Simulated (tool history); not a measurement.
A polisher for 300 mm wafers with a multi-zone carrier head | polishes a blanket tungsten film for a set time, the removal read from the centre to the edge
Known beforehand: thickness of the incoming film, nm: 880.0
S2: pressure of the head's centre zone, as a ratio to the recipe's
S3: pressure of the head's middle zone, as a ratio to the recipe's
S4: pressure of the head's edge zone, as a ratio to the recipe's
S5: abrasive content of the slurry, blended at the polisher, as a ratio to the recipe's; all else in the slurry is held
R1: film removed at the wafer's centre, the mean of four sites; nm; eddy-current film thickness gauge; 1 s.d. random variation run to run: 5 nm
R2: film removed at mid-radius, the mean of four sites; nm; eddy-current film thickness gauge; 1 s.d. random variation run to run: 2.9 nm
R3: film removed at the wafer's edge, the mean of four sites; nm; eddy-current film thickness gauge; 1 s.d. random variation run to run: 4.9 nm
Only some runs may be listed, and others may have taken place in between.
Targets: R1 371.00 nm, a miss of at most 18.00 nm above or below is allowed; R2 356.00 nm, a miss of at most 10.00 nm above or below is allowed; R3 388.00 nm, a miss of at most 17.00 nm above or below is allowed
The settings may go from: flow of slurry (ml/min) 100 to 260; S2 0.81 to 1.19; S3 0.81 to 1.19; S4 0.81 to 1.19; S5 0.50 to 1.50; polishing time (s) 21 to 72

run 1 hour=0.0 | flow_of_slurry_(ml/min)=165 S2=1.00 S3=1.00 S4=1.00 S5=1.00 polishing_time_(s)=46 | R1=274.63 R2=269.20 R3=276.03
run 2 hour=0.8 | flow_of_slurry_(ml/min)=165 S2=1.00 S3=1.00 S4=0.95 S5=1.00 polishing_time_(s)=46 | R1=279.92 R2=269.11 R3=262.25
run 3 hour=2.1 | flow_of_slurry_(ml/min)=165 S2=1.07 S3=1.00 S4=0.95 S5=1.00 polishing_time_(s)=46 | R1=299.62 R2=272.87 R3=269.19
run 4 hour=7.6 | flow_of_slurry_(ml/min)=165 S2=1.07 S3=1.00 S4=0.95 S5=1.00 polishing_time_(s)=54 | R1=348.72 R2=315.47 R3=309.77
run 5 hour=12.0 | flow_of_slurry_(ml/min)=165 S2=1.07 S3=1.00 S4=0.95 S5=0.80 polishing_time_(s)=54 | R1=329.85 R2=297.23 R3=289.90
run 6 hour=16.8 | flow_of_slurry_(ml/min)=165 S2=1.07 S3=0.96 S4=0.95 S5=0.80 polishing_time_(s)=54 | R1=324.54 R2=291.48 R3=295.93
run 7 hour=17.4 | flow_of_slurry_(ml/min)=175 S2=1.06 S3=0.97 S4=0.99 S5=0.85 polishing_time_(s)=54 | R1=337.56 R2=297.56 R3=307.47
run 8 hour=23.7 | flow_of_slurry_(ml/min)=175 S2=1.04 S3=0.98 S4=1.02 S5=0.95 polishing_time_(s)=54 | R1=345.37 R2=308.63 R3=327.36

Exactly one of the 4 candidate moves below puts every result within its allowed miss. Which one?
run A hour=30.0 | flow_of_slurry_(ml/min)=165 S2=1.05 S3=0.83 S4=1.19 S5=1.10 polishing_time_(s)=64 | R1=? R2=? R3=?
run B hour=30.0 | flow_of_slurry_(ml/min)=140 S2=0.93 S3=0.90 S4=1.18 S5=1.05 polishing_time_(s)=67 | R1=? R2=? R3=?
run C hour=30.0 | flow_of_slurry_(ml/min)=135 S2=1.03 S3=1.04 S4=1.16 S5=0.75 polishing_time_(s)=66 | R1=? R2=? R3=?
run D hour=30.0 | flow_of_slurry_(ml/min)=195 S2=1.16 S3=0.97 S4=1.00 S5=0.95 polishing_time_(s)=45 | R1=? R2=? R3=?

move=A R1=419.06 R2=324.35 R3=423.32
move=B R1=369.62 R2=346.26 R3=425.20
move=C R1=367.86 R2=349.50 R3=378.66
move=D R1=324.42 R2=256.14 R3=267.90
A: nearer the targets than the last run, but a result is still out of spec
B: brings the result that was furthest off to its target, and leaves another outside
C: in spec on every target
D: misses by more than the last run did
The right move is C.
